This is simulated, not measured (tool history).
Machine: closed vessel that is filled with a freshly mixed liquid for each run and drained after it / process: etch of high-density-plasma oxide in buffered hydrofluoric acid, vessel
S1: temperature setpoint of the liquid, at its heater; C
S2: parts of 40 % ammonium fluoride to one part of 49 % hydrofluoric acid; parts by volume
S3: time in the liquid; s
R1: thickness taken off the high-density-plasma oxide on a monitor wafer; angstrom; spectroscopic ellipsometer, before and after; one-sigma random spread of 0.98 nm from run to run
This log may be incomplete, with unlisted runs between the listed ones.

| run | hour | S1 | S2 | S3 | R1 |
|---|---|---|---|---|---|
| 1 | 0.0 | 21.0 | 14.5 | 105 | 798.77 |
| 2 | 4.5 | 18.5 | 14.5 | 105 | 699.18 |
| 3 | 5.0 | 19.5 | 14.5 | 105 | 738.69 |
| 4 | 12.2 | 19.5 | 17.5 | 105 | 614.24 |
| 5 | 20.0 | 19.5 | 17.5 | 105 | 619.73 |
| 6 | 25.1 | 19.5 | 17.5 | 105 | 615.17 |
| 7 | 30.4 | 20.5 | 17.5 | 105 | 650.81 |

Forecast run 8:
|  | 37.3 | hydrofluoric acid flow meter replaced |
| 8 | 37.3 | 21.5 | 17.5 | 105 | ? |

{"run 8": {"R1": 617.45}}

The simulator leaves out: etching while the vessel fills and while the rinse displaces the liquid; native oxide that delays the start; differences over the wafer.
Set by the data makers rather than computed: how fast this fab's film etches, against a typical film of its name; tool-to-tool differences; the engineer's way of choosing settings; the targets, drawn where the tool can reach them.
